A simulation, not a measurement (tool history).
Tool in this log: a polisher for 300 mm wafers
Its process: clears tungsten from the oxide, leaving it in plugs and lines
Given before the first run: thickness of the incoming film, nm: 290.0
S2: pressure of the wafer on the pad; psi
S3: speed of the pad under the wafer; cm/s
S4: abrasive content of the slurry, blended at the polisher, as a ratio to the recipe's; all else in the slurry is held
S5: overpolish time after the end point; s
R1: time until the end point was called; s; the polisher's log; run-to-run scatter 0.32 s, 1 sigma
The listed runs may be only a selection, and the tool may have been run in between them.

{"run": 1, "hour": 0.0, "flow of slurry (ml/min)": 290, "S2": 4.3, "S3": 114, "S4": 1, "S5": 35, "R1": 39.864}
{"run": 2, "hour": 8.0, "flow of slurry (ml/min)": 290, "S2": 5.2, "S3": 114, "S4": 1, "S5": 35, "R1": 32.853}
{"run": 3, "hour": 16.1, "flow of slurry (ml/min)": 290, "S2": 5.2, "S3": 92, "S4": 1, "S5": 35, "R1": 39.47}
{"run": 4, "hour": 24.0, "flow of slurry (ml/min)": 290, "S2": 5.2, "S3": 92, "S4": 1, "S5": 35, "R1": 41.24}
{"run": 5, "hour": 28.2, "flow of slurry (ml/min)": 290, "S2": 6.1, "S3": 92, "S4": 1, "S5": 35, "R1": 34.105}
{"run": 6, "hour": 36.0, "flow of slurry (ml/min)": 290, "S2": 6.2, "S3": 96, "S4": 1, "S5": 35, "R1": 32.862}
{"run": 7, "hour": 43.3, "flow of slurry (ml/min)": 290, "S2": 6.3, "S3": 100, "S4": 1, "S5": 35, "R1": 30.97}

For run 8, what comes out?
{"run": 8, "hour": 46.3, "flow of slurry (ml/min)": 290, "S2": 6.4, "S3": 102, "S4": 1, "S5": 35, "R1": "?"}

R1: 30.346 s
